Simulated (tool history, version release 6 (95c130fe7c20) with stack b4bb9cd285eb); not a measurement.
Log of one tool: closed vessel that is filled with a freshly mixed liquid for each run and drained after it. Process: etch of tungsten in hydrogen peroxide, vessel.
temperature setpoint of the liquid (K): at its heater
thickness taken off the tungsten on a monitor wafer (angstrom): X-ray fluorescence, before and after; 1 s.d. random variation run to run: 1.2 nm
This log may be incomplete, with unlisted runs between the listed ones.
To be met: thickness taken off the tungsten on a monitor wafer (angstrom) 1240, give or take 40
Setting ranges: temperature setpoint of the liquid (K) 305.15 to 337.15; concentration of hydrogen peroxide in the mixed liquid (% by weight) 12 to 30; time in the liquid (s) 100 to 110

run  hour  temperature setpoint of the liquid (K)  concentration of hydrogen peroxide in the mixed liquid (% by weight)  time in the liquid (s)  thickness taken off the tungsten on a monitor wafer (angstrom)
  1     0                                  321.15                                                                  20.5                     100                                                          2120.5
  2   3.9                                  319.15                                                                  20.5                     100                                                          1850.3
  3   6.2                                  323.65                                                                  20.5                     100                                                          2441.7
  4   7.1                                  317.15                                                                  20.5                     100                                                          1644.4
  5  13.6                                  316.15                                                                  20.5                     100                                                          1524.7
  6  19.6                                  316.15                                                                    22                     100                                                          1596.1
  7  22.7                                  315.15                                                                    22                     100                                                          1492.7
  8  28.4                                  314.65                                                                    22                     100                                                          1445.4
  9  31.5                                  314.15                                                                    22                     100                                                          1406.1
 10  38.5                                  313.65                                                                    22                     100                                                            1367
 11  45.2                                  313.15                                                                    22                     100                                                          1295.1
 12  51.2                                  313.15                                                                    22                     100                                                          1311.3

Which single option among these 4 for the next run brings every result within its allowed miss of target? Just one does.
  A  57.2                                  310.65                                                                  22.5                     110                                                               ?
  B  57.2                                  311.65                                                                  25.5                     110                                                               ?
  C  57.2                                  312.65                                                                    25                     100                                                               ?
  D  57.2                                  312.15                                                                  21.5                     110                                                               ?

move  thickness taken off the tungsten on a monitor wafer (angstrom)
   A                                                          1240.1
   B                                                          1410.1
   C                                                          1355.2
   D                                                            1338
A: each result inside its tolerance
B: the biggest miss grows against the last run
C: the biggest miss grows against the last run
D: the biggest miss grows against the last run
Answer: A
